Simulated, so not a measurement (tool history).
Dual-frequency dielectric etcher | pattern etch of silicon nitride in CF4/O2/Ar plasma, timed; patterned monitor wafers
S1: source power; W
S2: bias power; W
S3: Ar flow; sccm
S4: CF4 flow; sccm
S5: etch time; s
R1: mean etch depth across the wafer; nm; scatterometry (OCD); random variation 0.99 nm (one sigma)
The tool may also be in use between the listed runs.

run  hour   S1  S2  S3  S4    S5      R1
  1   0.0  490  68  75  80  58.5  122.57
  2   1.4  520  68  75  80  58.5  128.27
  3   7.8  490  68  75  80  58.5  123.52
  4  16.2  490  57  75  80  58.5  115.10
  5  23.9  490  57  81  80  58.5  114.96
  6  29.9  420  57  81  80  58.5  100.67
  7  31.7  470  58  81  80  58.5  111.87

Run 8 comes next. What will it give?
  8  38.1  510  59  81  80  58.5   ?

Run 8 gave R1 119.18 nm.
